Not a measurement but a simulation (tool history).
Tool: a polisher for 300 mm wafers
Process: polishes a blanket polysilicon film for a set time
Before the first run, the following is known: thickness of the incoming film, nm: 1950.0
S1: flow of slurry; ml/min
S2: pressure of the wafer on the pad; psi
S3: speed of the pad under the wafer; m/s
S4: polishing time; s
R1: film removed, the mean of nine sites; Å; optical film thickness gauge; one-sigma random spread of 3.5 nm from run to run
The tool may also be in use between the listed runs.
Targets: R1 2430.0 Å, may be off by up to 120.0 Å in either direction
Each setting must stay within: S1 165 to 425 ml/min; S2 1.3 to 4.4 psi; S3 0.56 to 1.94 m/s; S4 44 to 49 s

Run 1, hour 0.0: S1 275 ml/min, S2 2.8 psi, S3 1.24 m/s, S4 49 s. Result: R1 4099.8 Å.
Run 2, hour 9.0: S1 345 ml/min, S2 2.8 psi, S3 1.24 m/s, S4 49 s. Result: R1 4217.6 Å.
Run 3, hour 14.2: S1 345 ml/min, S2 2.3 psi, S3 1.22 m/s, S4 49 s. Result: R1 3448.4 Å.
Run 4, hour 17.9: S1 345 ml/min, S2 2.3 psi, S3 1.52 m/s, S4 49 s. Result: R1 4075.6 Å.
Run 5, hour 26.4: S1 345 ml/min, S2 2.3 psi, S3 1.20 m/s, S4 49 s. Result: R1 3371.3 Å.
Run 6, hour 32.2: S1 285 ml/min, S2 2.3 psi, S3 1.20 m/s, S4 49 s. Result: R1 3418.7 Å.
Run 7, hour 38.6: S1 285 ml/min, S2 2.0 psi, S3 1.18 m/s, S4 49 s. Result: R1 2909.2 Å.
Run 8, hour 40.9: S1 285 ml/min, S2 1.9 psi, S3 1.18 m/s, S4 49 s. Result: R1 2740.0 Å.

Next run, 5 choices. One meets every target within its allowed miss, the rest don't. Which?
Run A, hour 43.2: S1 370 ml/min, S2 1.5 psi, S3 1.44 m/s, S4 49 s. Result: R1 ?.
Run B, hour 43.2: S1 330 ml/min, S2 1.8 psi, S3 1.20 m/s, S4 48 s. Result: R1 ?.
Run C, hour 43.2: S1 265 ml/min, S2 1.6 psi, S3 1.58 m/s, S4 46 s. Result: R1 ?.
Run D, hour 43.2: S1 335 ml/min, S2 2.1 psi, S3 1.28 m/s, S4 49 s. Result: R1 ?.
Run E, hour 43.2: S1 275 ml/min, S2 1.4 psi, S3 1.48 m/s, S4 48 s. Result: R1 ?.

move      R1
   A  2607.5
   B  2613.1
   C  2743.0
   D  3253.6
   E  2399.0
A: nearer the targets than the last run, but a result is still out of spec
B: nearer the targets than the last run, but a result is still out of spec
C: neither nearer nor further off than the last run
D: the biggest miss grows against the last run
E: meets every target
Go with E: it meets all targets.

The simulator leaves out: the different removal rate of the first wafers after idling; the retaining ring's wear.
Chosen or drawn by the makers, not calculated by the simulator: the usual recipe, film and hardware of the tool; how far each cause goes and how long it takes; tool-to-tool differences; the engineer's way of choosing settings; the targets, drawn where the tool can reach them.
